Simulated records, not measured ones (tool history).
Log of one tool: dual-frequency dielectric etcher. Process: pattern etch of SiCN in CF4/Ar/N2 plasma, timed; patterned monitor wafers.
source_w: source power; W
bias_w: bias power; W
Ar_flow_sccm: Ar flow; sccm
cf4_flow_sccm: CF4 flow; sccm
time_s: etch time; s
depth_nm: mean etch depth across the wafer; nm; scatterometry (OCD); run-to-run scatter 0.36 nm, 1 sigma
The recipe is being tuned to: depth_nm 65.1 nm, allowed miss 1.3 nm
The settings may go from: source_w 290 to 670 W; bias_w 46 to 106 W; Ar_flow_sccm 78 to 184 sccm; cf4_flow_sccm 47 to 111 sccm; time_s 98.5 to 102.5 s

run 1 hour=0 | source_w=480 bias_w=76 Ar_flow_sccm=131 cf4_flow_sccm=79 time_s=98.5 | depth_nm=92.91
run 2 hour=3.8 | source_w=430 bias_w=75 Ar_flow_sccm=131 cf4_flow_sccm=79 time_s=98.5 | depth_nm=82.591
run 3 hour=6.5 | source_w=430 bias_w=75 Ar_flow_sccm=131 cf4_flow_sccm=79 time_s=102.5 | depth_nm=85.404
run 4 hour=9.4 | source_w=400 bias_w=75 Ar_flow_sccm=131 cf4_flow_sccm=79 time_s=102.5 | depth_nm=79.295
run 5 hour=14.5 | source_w=380 bias_w=75 Ar_flow_sccm=131 cf4_flow_sccm=79 time_s=102.5 | depth_nm=75.525
run 6 hour=19.3 | source_w=380 bias_w=75 Ar_flow_sccm=131 cf4_flow_sccm=72 time_s=102.5 | depth_nm=73.778
run 7 hour=20.5 | source_w=370 bias_w=75 Ar_flow_sccm=131 cf4_flow_sccm=72 time_s=102.5 | depth_nm=72.419
run 8 hour=29.1 | source_w=360 bias_w=75 Ar_flow_sccm=131 cf4_flow_sccm=72 time_s=102.5 | depth_nm=70.473
run 9 hour=31.2 | source_w=350 bias_w=75 Ar_flow_sccm=131 cf4_flow_sccm=72 time_s=102.5 | depth_nm=68.082

Below are 5 possible settings for the next run. Only one of them brings all results inside the allowed miss of their targets. Which is it?
run A hour=33.3 | source_w=300 bias_w=80 Ar_flow_sccm=108 cf4_flow_sccm=102 time_s=102.5 | depth_nm=?
run B hour=33.3 | source_w=360 bias_w=84 Ar_flow_sccm=137 cf4_flow_sccm=76 time_s=102.5 | depth_nm=?
run C hour=33.3 | source_w=330 bias_w=69 Ar_flow_sccm=124 cf4_flow_sccm=68 time_s=102.5 | depth_nm=?
run D hour=33.3 | source_w=340 bias_w=84 Ar_flow_sccm=143 cf4_flow_sccm=70 time_s=98.5 | depth_nm=?
run E hour=33.3 | source_w=340 bias_w=74 Ar_flow_sccm=133 cf4_flow_sccm=61 time_s=98.5 | depth_nm=?

move=A depth_nm=63.284
move=B depth_nm=73.578
move=C depth_nm=63.105
move=D depth_nm=65.478
move=E depth_nm=62.677
A: moves the result that the last run missed by most past its target, out the other side
B: its largest miss is bigger than the last run's
C: moves the result that the last run missed by most past its target, out the other side
D: all results land within tolerance of their targets
E: moves the result that the last run missed by most past its target, out the other side
So the answer is move D, the one that meets all the targets.
